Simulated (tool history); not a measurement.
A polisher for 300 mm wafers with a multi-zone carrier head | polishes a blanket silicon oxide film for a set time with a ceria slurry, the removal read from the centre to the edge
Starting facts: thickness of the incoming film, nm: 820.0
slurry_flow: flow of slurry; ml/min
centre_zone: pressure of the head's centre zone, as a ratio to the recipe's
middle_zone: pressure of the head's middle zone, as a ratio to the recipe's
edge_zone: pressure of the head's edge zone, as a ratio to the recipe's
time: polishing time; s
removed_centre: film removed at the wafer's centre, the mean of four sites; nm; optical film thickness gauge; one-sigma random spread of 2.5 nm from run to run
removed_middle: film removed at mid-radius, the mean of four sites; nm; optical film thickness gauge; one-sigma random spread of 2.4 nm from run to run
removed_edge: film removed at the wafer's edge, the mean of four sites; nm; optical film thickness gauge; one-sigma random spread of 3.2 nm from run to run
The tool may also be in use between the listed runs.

Run 1, day 0.000: slurry_flow 180 ml/min, centre_zone 1.00, middle_zone 1.00, edge_zone 1.00, time 77 s. Result: removed_centre 337.32 nm, removed_middle 334.68 nm, removed_edge 345.02 nm.
Run 2, day 0.062: slurry_flow 180 ml/min, centre_zone 1.00, middle_zone 0.95, edge_zone 1.00, time 77 s. Result: removed_centre 336.31 nm, removed_middle 323.58 nm, removed_edge 346.23 nm.
Run 3, day 0.192: slurry_flow 180 ml/min, centre_zone 1.00, middle_zone 0.95, edge_zone 1.00, time 88 s. Result: removed_centre 383.34 nm, removed_middle 371.10 nm, removed_edge 393.98 nm.
Run 4, day 0.492: slurry_flow 180 ml/min, centre_zone 0.96, middle_zone 0.94, edge_zone 1.05, time 89 s. Result: removed_centre 378.07 nm, removed_middle 372.31 nm, removed_edge 407.23 nm.
Run 5, day 0.746: slurry_flow 180 ml/min, centre_zone 0.96, middle_zone 0.94, edge_zone 1.05, time 71 s. Result: removed_centre 303.03 nm, removed_middle 295.62 nm, removed_edge 326.75 nm.
Run 6, day 1.058: slurry_flow 140 ml/min, centre_zone 0.96, middle_zone 0.94, edge_zone 1.05, time 71 s. Result: removed_centre 278.05 nm, removed_middle 284.66 nm, removed_edge 318.11 nm.
Run 7, day 1.342: slurry_flow 145 ml/min, centre_zone 0.92, middle_zone 0.93, edge_zone 1.09, time 78 s. Result: removed_centre 303.10 nm, removed_middle 312.09 nm, removed_edge 355.38 nm.
Run 8, day 1.371: slurry_flow 140 ml/min, centre_zone 0.89, middle_zone 0.93, edge_zone 1.12, time 83 s. Result: removed_centre 306.49 nm, removed_middle 329.18 nm, removed_edge 380.72 nm.
Run 9, day 1.650: slurry_flow 145 ml/min, centre_zone 0.87, middle_zone 0.93, edge_zone 1.14, time 86 s. Result: removed_centre 315.32 nm, removed_middle 343.66 nm, removed_edge 396.67 nm.

Run 10, settings as shown, results not yet in. Your forecast:
Run 10, day 1.692: slurry_flow 145 ml/min, centre_zone 0.85, middle_zone 0.92, edge_zone 1.15, time 89 s. Result: removed_centre ?, removed_middle ?, removed_edge ?.

Run 10 measured removed_centre 317.03 nm, removed_middle 354.84 nm, removed_edge 410.65 nm.

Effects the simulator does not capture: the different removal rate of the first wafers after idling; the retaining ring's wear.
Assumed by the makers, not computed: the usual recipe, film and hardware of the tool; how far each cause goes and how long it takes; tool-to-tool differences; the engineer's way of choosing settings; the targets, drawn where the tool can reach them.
